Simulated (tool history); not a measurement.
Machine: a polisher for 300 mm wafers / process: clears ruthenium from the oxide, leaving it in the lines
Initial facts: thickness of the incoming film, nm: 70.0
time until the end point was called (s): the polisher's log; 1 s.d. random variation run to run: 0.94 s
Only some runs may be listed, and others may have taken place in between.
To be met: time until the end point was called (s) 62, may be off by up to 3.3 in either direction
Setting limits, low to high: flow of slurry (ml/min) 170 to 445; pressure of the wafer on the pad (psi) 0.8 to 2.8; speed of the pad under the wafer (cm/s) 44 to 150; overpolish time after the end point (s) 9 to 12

| run | hour | flow of slurry (ml/min) | pressure of the wafer on the pad (psi) | speed of the pad under the wafer (cm/s) | overpolish time after the end point (s) | time until the end point was called (s) |
|---|---|---|---|---|---|---|
| 1 | 0 | 285 | 1.8 | 96 | 12 | 98.918 |
| 2 | 5 | 285 | 1.4 | 96 | 12 | 117.66 |
| 3 | 12.2 | 285 | 1.2 | 96 | 12 | 129.75 |
| 4 | 14.4 | 285 | 1.2 | 116 | 12 | 109.03 |
| 5 | 18.7 | 255 | 1.2 | 116 | 12 | 111.48 |
| 6 | 25.9 | 260 | 1.5 | 118 | 12 | 92.364 |
| 7 | 34.7 | 260 | 1.7 | 120 | 12 | 83.452 |
| 8 | 40 | 260 | 1.9 | 122 | 12 | 76.528 |
|  | 47.1 | head pressure recalibrated |
| 9 | 47.1 | 260 | 2 | 124 | 12 | 69.261 |
| 10 | 50.7 | 260 | 2.1 | 124 | 12 | 67.62 |

4 candidate next runs follow, results not yet known. Just one meets every target within its allowed miss. Identify it.
| A | 54.3 | 260 | 2.1 | 106 | 12 | ? |
| B | 54.3 | 300 | 2 | 136 | 9 | ? |
| C | 54.3 | 295 | 2.2 | 142 | 9 | ? |
| D | 54.3 | 265 | 2.2 | 142 | 10 | ? |

| move | time until the end point was called (s) |
|---|---|
| A | 77.658 |
| B | 62.242 |
| C | 55.559 |
| D | 56.197 |
A: further off than the last run
B: every result lands within tolerance
C: takes the result that was furthest off past its target
D: takes the result that was furthest off past its target
B is the move that brings every result within its allowed miss.
